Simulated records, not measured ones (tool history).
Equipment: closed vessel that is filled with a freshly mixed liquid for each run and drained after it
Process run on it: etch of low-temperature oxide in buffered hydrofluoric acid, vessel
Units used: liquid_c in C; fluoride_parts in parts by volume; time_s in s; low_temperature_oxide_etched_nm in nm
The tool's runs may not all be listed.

run,hour,liquid_c,fluoride_parts,time_s,low_temperature_oxide_etched_nm
1,0,22,13.5,35,153.4
2,5.7,24,13.5,35,170.15
3,10.4,24,11,35,207.8
4,18.6,23,11,35,196.89
5,24.1,25.5,11,35,224.6
# hour 32.8: hydrofluoric acid flow meter replaced
6,32.8,24.5,11,35,202.71
7,35.3,20.5,11,35,164.08
8,39.7,17,12.5,35,118.75

The next listed run, before its measurement:
9,47.8,17.5,12.5,35,?

Run 9 measured low_temperature_oxide_etched_nm 121.08 nm.
